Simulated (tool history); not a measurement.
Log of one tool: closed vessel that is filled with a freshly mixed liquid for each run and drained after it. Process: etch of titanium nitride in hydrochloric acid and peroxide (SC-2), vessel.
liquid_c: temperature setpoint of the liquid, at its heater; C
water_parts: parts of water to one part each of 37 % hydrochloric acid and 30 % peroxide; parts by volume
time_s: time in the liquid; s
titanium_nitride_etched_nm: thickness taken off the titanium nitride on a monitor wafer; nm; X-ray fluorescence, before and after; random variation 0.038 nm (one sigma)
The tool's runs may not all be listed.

| run | hour | liquid_c | water_parts | time_s | titanium_nitride_etched_nm |
|---|---|---|---|---|---|
| 1 | 0 | 52 | 10.5 | 530 | 17.107 |
| 2 | 4.9 | 52 | 10.5 | 390 | 12.512 |
| 3 | 8.6 | 51.5 | 10.5 | 390 | 12.18 |
| 4 | 14.1 | 51.5 | 10.5 | 530 | 16.48 |
| 5 | 20.9 | 50 | 10.5 | 530 | 14.946 |
| 6 | 26.9 | 55 | 10.5 | 530 | 20.779 |
| 7 | 29.9 | 53.5 | 10.5 | 530 | 18.819 |
| 8 | 39.6 | 52 | 10.5 | 530 | 17.1 |
| 9 | 46.1 | 50.5 | 10.5 | 530 | 15.498 |
| 10 | 47.9 | 49.5 | 10.5 | 530 | 14.487 |

Run 11 comes next. What will it give?
| 11 | 53.4 | 48.5 | 10.5 | 530 | ? |

Run 11 gave titanium_nitride_etched_nm 13.487 nm.

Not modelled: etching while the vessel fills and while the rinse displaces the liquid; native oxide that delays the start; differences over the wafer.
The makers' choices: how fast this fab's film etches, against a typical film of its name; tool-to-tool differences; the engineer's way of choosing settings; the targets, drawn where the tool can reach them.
